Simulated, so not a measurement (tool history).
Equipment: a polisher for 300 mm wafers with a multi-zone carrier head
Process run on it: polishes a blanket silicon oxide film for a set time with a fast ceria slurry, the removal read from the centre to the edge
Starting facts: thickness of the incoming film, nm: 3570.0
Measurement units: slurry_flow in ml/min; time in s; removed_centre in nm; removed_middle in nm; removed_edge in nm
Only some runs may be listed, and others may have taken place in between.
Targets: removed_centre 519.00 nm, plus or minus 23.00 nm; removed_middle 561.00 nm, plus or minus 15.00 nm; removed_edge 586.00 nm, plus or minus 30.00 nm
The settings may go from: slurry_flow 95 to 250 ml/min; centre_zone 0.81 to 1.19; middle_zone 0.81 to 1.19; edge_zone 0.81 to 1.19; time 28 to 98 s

run	hour	slurry_flow	centre_zone	middle_zone	edge_zone	time	removed_centre	removed_middle	removed_edge
1	0.0	160	1.00	1.00	1.00	63	740.81	734.54	751.77
2	0.8	160	1.00	1.00	0.92	63	747.21	731.61	728.60
3	1.9	155	0.96	0.98	0.91	60	657.07	679.29	691.94
4	4.9	155	1.02	0.98	0.91	60	723.73	695.23	685.51
5	12.2	155	1.02	0.98	0.95	60	720.29	682.06	705.65
6	15.3	130	1.02	0.98	0.95	60	689.64	652.83	682.75
7	23.2	125	0.99	0.98	0.93	58	633.92	638.23	654.27
8	31.3	125	0.99	0.98	0.93	58	649.74	640.78	659.32
9	39.8	125	0.99	0.98	0.93	58	636.16	635.78	639.93
10	44.2	120	0.97	0.97	0.92	57	608.51	611.77	614.14
11	49.2	115	0.95	0.96	0.94	57	591.74	597.63	632.89
12	55.0	110	0.93	0.96	0.93	57	571.86	600.54	625.71
13	58.1	110	0.92	0.95	0.92	57	574.00	586.74	628.59
14	67.1	110	0.91	0.95	0.91	56	556.54	579.93	632.19

Exercise: of the 5 proposed moves below, exactly one satisfies all targets within the stated allowed misses. Which move is it?
A	76.1	95	0.96	1.13	0.89	48	?	?	?
B	76.1	95	0.91	0.97	0.87	55	?	?	?
C	76.1	95	0.92	1.12	0.83	51	?	?	?
D	76.1	100	0.85	1.07	0.95	53	?	?	?
E	76.1	95	0.89	1.18	0.88	50	?	?	?

move	removed_centre	removed_middle	removed_edge
A	481.00	554.77	516.73
B	521.62	558.46	587.25
C	489.56	585.13	532.15
D	476.74	592.61	593.77
E	464.37	600.10	535.14
A: takes the result that was furthest off past its target
B: every result lands within tolerance
C: takes the result that was furthest off past its target
D: takes the result that was furthest off past its target
E: takes the result that was furthest off past its target
B meets every target.
